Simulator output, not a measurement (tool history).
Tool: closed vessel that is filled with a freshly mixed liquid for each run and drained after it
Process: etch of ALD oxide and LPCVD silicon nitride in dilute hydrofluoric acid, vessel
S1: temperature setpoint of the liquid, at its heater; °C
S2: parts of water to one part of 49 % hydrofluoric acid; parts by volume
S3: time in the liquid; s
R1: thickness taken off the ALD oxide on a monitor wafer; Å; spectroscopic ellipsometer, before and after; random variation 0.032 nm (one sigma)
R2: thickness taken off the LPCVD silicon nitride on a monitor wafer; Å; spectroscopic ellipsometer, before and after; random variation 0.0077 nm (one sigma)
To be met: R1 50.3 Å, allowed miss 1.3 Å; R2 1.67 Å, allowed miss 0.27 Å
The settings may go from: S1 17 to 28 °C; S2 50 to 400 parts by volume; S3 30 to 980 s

run,hour,S1,S2,S3,R1,R2
1,0,20,225,500,296.42,7.6056
2,5.7,20,265,410,198.34,5.0256
3,10.4,23,265,410,221.7,7.1305
4,14.7,23,210,410,296.4,8.435
5,17.9,23,150,410,435.08,11.879
6,24.7,23,150,485,521,13.371
7,28.2,22,210,420,290.21,8.3106
8,33.5,21,255,370,196.73,5.6039
9,35.8,20.5,290,320,141.05,4.2645
10,37.5,20,315,290,113.72,3.3508
11,45.9,20,335,255,92.121,2.692
12,51.9,20,350,230,78.651,2.2879
13,56.9,20,360,210,69.419,2.1426

4 next moves are on the table. One of them brings every result within its allowed miss. Which?
A,61.9,21,400,170,?,?
B,61.9,19,360,175,?,?
C,61.9,20.5,400,150,?,?
D,61.9,27,400,130,?,?

move,R1,R2
A,49.705,1.6029
B,54.812,1.6132
C,43.111,1.3717
D,46.292,1.7479
A: meets every target
B: nearer than the last run, and not there yet
C: takes the result that was furthest off past its target
D: takes the result that was furthest off past its target
Move A is the one to make.

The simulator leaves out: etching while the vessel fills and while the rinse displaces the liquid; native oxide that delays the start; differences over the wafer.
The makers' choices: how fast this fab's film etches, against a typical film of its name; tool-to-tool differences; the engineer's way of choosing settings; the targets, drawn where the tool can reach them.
